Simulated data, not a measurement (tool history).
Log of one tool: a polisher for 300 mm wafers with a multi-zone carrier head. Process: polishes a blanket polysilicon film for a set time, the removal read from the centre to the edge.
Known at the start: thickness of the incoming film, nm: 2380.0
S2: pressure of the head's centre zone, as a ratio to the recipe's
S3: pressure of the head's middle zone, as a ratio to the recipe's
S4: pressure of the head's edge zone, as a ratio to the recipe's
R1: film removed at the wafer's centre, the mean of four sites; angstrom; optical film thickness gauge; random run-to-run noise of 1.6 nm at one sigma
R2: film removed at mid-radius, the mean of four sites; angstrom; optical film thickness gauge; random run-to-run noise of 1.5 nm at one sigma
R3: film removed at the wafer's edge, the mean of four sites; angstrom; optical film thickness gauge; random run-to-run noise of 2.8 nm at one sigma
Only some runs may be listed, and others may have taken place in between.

{"run": 1, "hour": 0.0, "flow of slurry (ml/min)": 200, "S2": 1.0, "S3": 1.0, "S4": 1.0, "polishing time (s)": 32, "R1": 2832.7, "R2": 2859.9, "R3": 2841.3}
{"run": 2, "hour": 5.6, "flow of slurry (ml/min)": 170, "S2": 1.0, "S3": 1.0, "S4": 1.0, "polishing time (s)": 32, "R1": 2733.1, "R2": 2772.4, "R3": 2806.5}
{"run": 3, "hour": 13.1, "flow of slurry (ml/min)": 170, "S2": 1.0, "S3": 0.94, "S4": 1.0, "polishing time (s)": 32, "R1": 2793.3, "R2": 2603.7, "R3": 2739.5}
{"run": 4, "hour": 19.3, "flow of slurry (ml/min)": 175, "S2": 0.97, "S3": 0.94, "S4": 0.96, "polishing time (s)": 31, "R1": 2598.4, "R2": 2527.0, "R3": 2615.0}
{"run": 5, "hour": 26.6, "flow of slurry (ml/min)": 175, "S2": 0.97, "S3": 0.94, "S4": 1.03, "polishing time (s)": 31, "R1": 2631.3, "R2": 2540.5, "R3": 2748.6}
{"hour": 29.0, "done": "worn pad replaced by a new one"}
{"run": 6, "hour": 29.0, "flow of slurry (ml/min)": 175, "S2": 0.97, "S3": 0.94, "S4": 1.0, "polishing time (s)": 31, "R1": 2759.6, "R2": 2719.4, "R3": 2827.1}
{"run": 7, "hour": 29.9, "flow of slurry (ml/min)": 230, "S2": 1.06, "S3": 1.04, "S4": 1.1, "polishing time (s)": 22, "R1": 2195.9, "R2": 2187.5, "R3": 2216.3}
{"run": 8, "hour": 32.2, "flow of slurry (ml/min)": 225, "S2": 1.05, "S3": 1.05, "S4": 1.08, "polishing time (s)": 22, "R1": 2168.7, "R2": 2203.1, "R3": 2215.6}

For run 9, what comes out?
{"run": 9, "hour": 39.2, "flow of slurry (ml/min)": 220, "S2": 1.05, "S3": 1.05, "S4": 1.06, "polishing time (s)": 22, "R1": "?", "R2": "?", "R3": "?"}

Run 9 gave R1 2131.3 angstrom, R2 2176.0 angstrom, R3 2171.0 angstrom.
